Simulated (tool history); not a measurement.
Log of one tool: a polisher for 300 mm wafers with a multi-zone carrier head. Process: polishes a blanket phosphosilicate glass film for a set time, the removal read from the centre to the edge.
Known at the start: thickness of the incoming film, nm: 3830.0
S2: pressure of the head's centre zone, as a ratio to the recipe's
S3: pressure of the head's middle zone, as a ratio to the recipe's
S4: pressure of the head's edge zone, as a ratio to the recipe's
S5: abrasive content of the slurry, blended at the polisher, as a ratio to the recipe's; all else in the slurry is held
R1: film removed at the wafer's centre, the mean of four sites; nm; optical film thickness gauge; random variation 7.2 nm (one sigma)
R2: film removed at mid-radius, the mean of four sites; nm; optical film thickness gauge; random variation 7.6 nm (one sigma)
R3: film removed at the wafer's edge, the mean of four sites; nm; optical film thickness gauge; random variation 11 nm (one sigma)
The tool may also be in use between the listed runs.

run 1 hour=0 | flow_of_slurry_(ml/min)=300 S2=1 S3=1 S4=1 S5=1 polishing_time_(s)=73 | R1=585.73 R2=596.62 R3=599.74
run 2 hour=0.8 | flow_of_slurry_(ml/min)=300 S2=1.01 S3=1 S4=1.05 S5=1.15 polishing_time_(s)=76 | R1=650.1 R2=651.51 R3=668.58
run 3 hour=5.9 | flow_of_slurry_(ml/min)=295 S2=1 S3=1 S4=1.08 S5=1.25 polishing_time_(s)=80 | R1=689.96 R2=691.5 R3=719.42
run 4 hour=12 | flow_of_slurry_(ml/min)=305 S2=1 S3=1 S4=1.11 S5=1.35 polishing_time_(s)=84 | R1=759.27 R2=755.61 R3=790.91
run 5 hour=16.5 | flow_of_slurry_(ml/min)=305 S2=1 S3=1 S4=1.17 S5=1.35 polishing_time_(s)=84 | R1=753.31 R2=755.11 R3=830.52
run 6 hour=23.1 | flow_of_slurry_(ml/min)=305 S2=1 S3=1.07 S4=1.17 S5=1.35 polishing_time_(s)=84 | R1=754.86 R2=797.97 R3=818.28
run 7 hour=27.6 | flow_of_slurry_(ml/min)=310 S2=1 S3=1.05 S4=1.18 S5=1.4 polishing_time_(s)=85 | R1=780.17 R2=797.39 R3=836.71

The next listed run, before its measurement:
run 8 hour=35.7 | flow_of_slurry_(ml/min)=310 S2=1 S3=1.04 S4=1.18 S5=1.45 polishing_time_(s)=87 | R1=? R2=? R3=?

R1: 796.62 nm
R2: 828.39 nm
R3: 866.82 nm

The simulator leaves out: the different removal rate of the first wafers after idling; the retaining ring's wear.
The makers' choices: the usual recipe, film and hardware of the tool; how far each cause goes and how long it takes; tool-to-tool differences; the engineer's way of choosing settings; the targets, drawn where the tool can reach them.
